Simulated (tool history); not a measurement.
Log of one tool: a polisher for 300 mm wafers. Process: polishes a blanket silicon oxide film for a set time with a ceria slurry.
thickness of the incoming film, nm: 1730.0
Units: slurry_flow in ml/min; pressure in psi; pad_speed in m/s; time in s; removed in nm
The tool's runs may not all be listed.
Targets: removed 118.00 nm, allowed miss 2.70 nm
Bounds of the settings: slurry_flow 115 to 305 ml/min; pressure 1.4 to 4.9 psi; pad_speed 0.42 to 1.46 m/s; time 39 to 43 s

| run | hour | slurry_flow | pressure | pad_speed | time | removed |
|---|---|---|---|---|---|---|
| 1 | 0.0 | 195 | 3.1 | 0.94 | 43 | 167.99 |
| 2 | 3.5 | 195 | 3.1 | 0.94 | 43 | 170.61 |
| 3 | 8.9 | 190 | 3.0 | 0.94 | 43 | 163.22 |
| 4 | 9.9 | 190 | 3.5 | 0.94 | 43 | 187.22 |
| 5 | 13.4 | 185 | 3.3 | 0.94 | 43 | 177.23 |
| 6 | 18.3 | 185 | 3.3 | 0.94 | 43 | 176.38 |
| 7 | 27.1 | 155 | 2.4 | 0.94 | 43 | 132.77 |
| 8 | 29.9 | 145 | 2.2 | 0.94 | 43 | 120.92 |
|  | 37.9 | head pressure recalibrated |
| 9 | 37.9 | 135 | 2.2 | 0.94 | 43 | 109.35 |
| 10 | 40.8 | 135 | 2.2 | 0.94 | 43 | 109.50 |
| 11 | 43.9 | 145 | 2.2 | 0.94 | 43 | 111.42 |
| 12 | 52.8 | 150 | 2.2 | 0.94 | 43 | 111.63 |

4 next moves are on the table. One of them brings every result within its allowed miss. Which?
| A | 61.7 | 165 | 2.2 | 0.94 | 43 | ? |
| B | 61.7 | 185 | 1.8 | 1.08 | 42 | ? |
| C | 61.7 | 115 | 2.6 | 1.04 | 41 | ? |
| D | 61.7 | 135 | 2.6 | 0.98 | 39 | ? |

| move | removed |
|---|---|
| A | 113.35 |
| B | 109.62 |
| C | 128.86 |
| D | 119.11 |
A: nearer than the last run, and not there yet
B: further off than the last run
C: takes the result that was furthest off past its target
D: meets every target
Move D is the one to make.

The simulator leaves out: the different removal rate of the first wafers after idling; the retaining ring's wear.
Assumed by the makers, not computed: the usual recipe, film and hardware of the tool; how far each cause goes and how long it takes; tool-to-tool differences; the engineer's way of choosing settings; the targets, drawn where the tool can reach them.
